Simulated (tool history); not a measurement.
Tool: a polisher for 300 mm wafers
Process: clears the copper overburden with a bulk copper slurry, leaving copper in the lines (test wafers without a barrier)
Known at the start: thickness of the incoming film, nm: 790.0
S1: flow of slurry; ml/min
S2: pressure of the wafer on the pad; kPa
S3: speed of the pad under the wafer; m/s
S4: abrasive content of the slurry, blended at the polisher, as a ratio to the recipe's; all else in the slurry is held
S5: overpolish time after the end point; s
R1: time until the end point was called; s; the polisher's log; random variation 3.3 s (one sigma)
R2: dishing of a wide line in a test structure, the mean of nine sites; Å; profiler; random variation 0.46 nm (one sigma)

run 1 hour=0.0 | S1=310 S2=16.5 S3=0.86 S4=1.0 S5=9 | R1=136.83 R2=321.60
run 2 hour=2.4 | S1=310 S2=19.3 S3=0.86 S4=1.0 S5=9 | R1=122.80 R2=352.54
run 3 hour=10.6 | S1=310 S2=19.3 S3=0.86 S4=1.0 S5=7 | R1=124.29 R2=292.81
run 4 hour=17.2 | S1=310 S2=19.3 S3=0.86 S4=1.0 S5=5 | R1=121.56 R2=214.00
run 5 hour=21.6 | S1=350 S2=19.3 S3=0.86 S4=1.0 S5=5 | R1=120.23 R2=220.04
run 6 hour=26.0 | S1=350 S2=19.3 S3=1.04 S4=1.0 S5=5 | R1=106.81 R2=242.95
run 7 hour=28.8 | S1=350 S2=17.9 S3=1.00 S4=1.0 S5=6 | R1=115.06 R2=261.44
run 8 hour=29.5 | S1=350 S2=16.5 S3=0.96 S4=1.0 S5=6 | R1=129.14 R2=237.10
run 9 hour=34.3 | S1=350 S2=15.2 S3=0.94 S4=1.0 S5=6 | R1=141.54 R2=222.60
run 10 hour=42.0 | S1=350 S2=14.5 S3=0.92 S4=1.0 S5=6 | R1=138.91 R2=225.15
run 11 hour=49.4 | S1=350 S2=13.8 S3=0.88 S4=1.0 S5=6 | R1=153.46 R2=204.40
run 12 hour=55.4 | S1=350 S2=13.1 S3=0.86 S4=1.0 S5=7 | R1=163.13 R2=226.17
run 13 hour=63.8 | S1=350 S2=12.4 S3=0.84 S4=1.0 S5=7 | R1=173.36 R2=219.30
run 14 hour=64.6 | S1=350 S2=11.7 S3=0.82 S4=1.0 S5=7 | R1=183.40 R2=203.13
run 15 hour=65.8 | S1=350 S2=11.0 S3=0.82 S4=1.0 S5=7 | R1=184.66 R2=197.64
run 16 hour=74.3 | S1=350 S2=10.3 S3=0.80 S4=1.0 S5=7 | R1=206.07 R2=186.95

Forecast run 17:
run 17 hour=81.5 | S1=350 S2=9.0 S3=0.80 S4=1.0 S5=8 | R1=? R2=?

R1: 219.48 s
R2: 195.18 Å
